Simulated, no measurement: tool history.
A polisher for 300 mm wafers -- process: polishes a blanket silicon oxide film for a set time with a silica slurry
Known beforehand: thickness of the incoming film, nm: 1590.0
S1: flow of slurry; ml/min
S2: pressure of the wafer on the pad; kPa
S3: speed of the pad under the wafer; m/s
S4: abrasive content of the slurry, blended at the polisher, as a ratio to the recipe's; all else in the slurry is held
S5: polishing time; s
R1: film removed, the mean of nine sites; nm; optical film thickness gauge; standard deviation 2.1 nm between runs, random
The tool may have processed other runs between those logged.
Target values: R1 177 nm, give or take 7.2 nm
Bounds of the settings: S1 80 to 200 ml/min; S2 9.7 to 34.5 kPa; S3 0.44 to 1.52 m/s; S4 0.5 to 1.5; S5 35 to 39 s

run,hour,S1,S2,S3,S4,S5,R1
1,0,130,22.1,0.98,1,39,93.751
2,2.1,110,22.1,0.98,1,39,88.331
3,10,110,22.1,0.98,0.9,39,82.849
4,17.9,110,26.2,0.98,0.9,39,96.44
5,20.4,120,28.3,1.02,0.9,39,106.35
6,24,125,29.6,1.1,0.9,39,116.77
7,25.8,130,31,1.18,0.9,39,131.1
8,27.6,135,31.7,1.22,0.9,39,136.22
9,36.6,135,32.4,1.28,0.9,39,145.15
10,38.2,135,33.1,1.32,0.9,39,148.96
11,46.4,140,33.1,1.36,0.9,39,155.59

Which of these 4 next moves meets every target?
A,54.6,140,29.6,1.24,1,36,?
B,54.6,140,34.5,1.44,1,38,?
C,54.6,165,32.4,1.36,0.85,35,?
D,54.6,135,28.3,1.48,0.95,35,?

move,R1
A,131.58
B,175.99
C,135.13
D,135.18
A: moves away from the targets compared with the last run
B: all results land within tolerance of their targets
C: moves away from the targets compared with the last run
D: moves away from the targets compared with the last run
Answer: B

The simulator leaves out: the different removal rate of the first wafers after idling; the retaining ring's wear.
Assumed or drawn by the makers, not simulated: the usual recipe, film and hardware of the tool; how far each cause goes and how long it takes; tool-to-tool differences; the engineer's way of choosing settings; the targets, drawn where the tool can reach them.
